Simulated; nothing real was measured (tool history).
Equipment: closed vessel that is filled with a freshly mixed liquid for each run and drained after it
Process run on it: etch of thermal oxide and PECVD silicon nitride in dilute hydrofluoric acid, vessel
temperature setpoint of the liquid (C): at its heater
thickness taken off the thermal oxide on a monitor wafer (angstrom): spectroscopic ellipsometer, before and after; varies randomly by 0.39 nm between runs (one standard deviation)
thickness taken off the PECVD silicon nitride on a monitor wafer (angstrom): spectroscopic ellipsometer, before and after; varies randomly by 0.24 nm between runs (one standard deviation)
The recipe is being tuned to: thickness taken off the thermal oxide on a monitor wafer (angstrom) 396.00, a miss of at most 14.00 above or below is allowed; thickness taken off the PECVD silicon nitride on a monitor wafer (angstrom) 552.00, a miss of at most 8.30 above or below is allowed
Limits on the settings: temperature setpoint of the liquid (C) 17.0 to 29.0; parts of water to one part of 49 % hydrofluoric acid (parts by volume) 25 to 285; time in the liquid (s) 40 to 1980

run,hour,temperature setpoint of the liquid (C),parts of water to one part of 49 % hydrofluoric acid (parts by volume),time in the liquid (s),thickness taken off the thermal oxide on a monitor wafer (angstrom),thickness taken off the PECVD silicon nitride on a monitor wafer (angstrom)
1,0.0,21.0,155,1010,247.59,310.54
2,5.9,21.0,155,735,180.15,226.69
3,11.6,23.5,155,735,198.10,267.14
4,13.5,24.5,140,730,231.64,314.31
5,16.7,25.5,130,725,262.97,357.32
6,23.9,22.5,130,725,233.95,294.15
7,27.2,24.0,120,725,271.00,352.06
8,29.6,25.0,115,720,293.36,388.36
9,34.8,25.5,110,715,314.02,418.45
10,42.4,26.0,105,710,326.68,447.73
11,48.7,26.5,100,705,353.22,479.60
12,56.0,27.0,100,700,360.47,492.27
13,58.5,27.5,100,700,361.91,507.49
14,64.0,27.5,100,695,364.49,505.96
15,65.5,27.5,100,690,359.69,499.65
16,71.2,27.5,100,685,360.76,496.44
17,79.6,28.0,100,685,359.79,513.18
18,87.7,28.0,95,680,387.37,535.72

Consider the 4 candidate settings below. Which is the only one whose results all fall within their allowed miss of target?
A,95.8,26.0,100,795,?,?
B,95.8,29.0,130,870,?,?
C,95.8,27.5,125,920,?,?
D,95.8,28.0,90,665,?,?

move,thickness taken off the thermal oxide on a monitor wafer (angstrom),thickness taken off the PECVD silicon nitride on a monitor wafer (angstrom)
A,389.75,526.82
B,353.52,536.72
C,370.06,537.29
D,396.63,556.75
A: lands further from the targets than the last run did
B: lands further from the targets than the last run did
C: closer than the last run, but not yet in spec
D: every result lands within tolerance
Move D is the one to make.
